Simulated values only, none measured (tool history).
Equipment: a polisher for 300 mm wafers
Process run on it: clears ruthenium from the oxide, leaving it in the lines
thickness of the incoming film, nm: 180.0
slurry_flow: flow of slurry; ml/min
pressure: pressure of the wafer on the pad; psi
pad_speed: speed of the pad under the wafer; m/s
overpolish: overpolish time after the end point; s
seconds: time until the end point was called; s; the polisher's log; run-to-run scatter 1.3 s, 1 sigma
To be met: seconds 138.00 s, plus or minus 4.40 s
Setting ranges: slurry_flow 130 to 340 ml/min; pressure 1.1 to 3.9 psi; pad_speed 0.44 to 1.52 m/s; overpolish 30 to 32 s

run  hour  slurry_flow  pressure  pad_speed  overpolish  seconds
  1   0.0          220       2.5       0.98          30   154.61
  2   6.4          220       2.5       0.82          30   179.39
  3   9.9          270       2.5       0.82          30   178.62
  4  10.8          270       2.5       0.82          30   174.73
  5  16.8          270       2.5       0.82          32   177.91
  6  17.9          270       2.6       0.82          32   169.11
  7  21.0          270       2.7       0.82          32   166.43
  8  28.6          270       2.8       0.82          32   158.83
  9  29.9          270       3.0       0.82          32   147.15
 10  37.3          270       3.1       0.82          32   144.89
 11  39.2          270       3.1       0.82          32   142.01

Which single option among these 4 for the next run brings every result within its allowed miss of target? Just one does.
  A  41.1          210       3.2       0.78          30        ?
  B  41.1          295       2.4       1.00          32        ?
  C  41.1          340       3.5       0.72          32        ?
  D  41.1          295       3.2       0.74          30        ?

move  seconds
   A   148.96
   B   156.96
   C   138.75
   D   150.07
A: lands further from the targets than the last run did
B: lands further from the targets than the last run did
C: each result inside its tolerance
D: lands further from the targets than the last run did
Correct choice: C, which meets every target
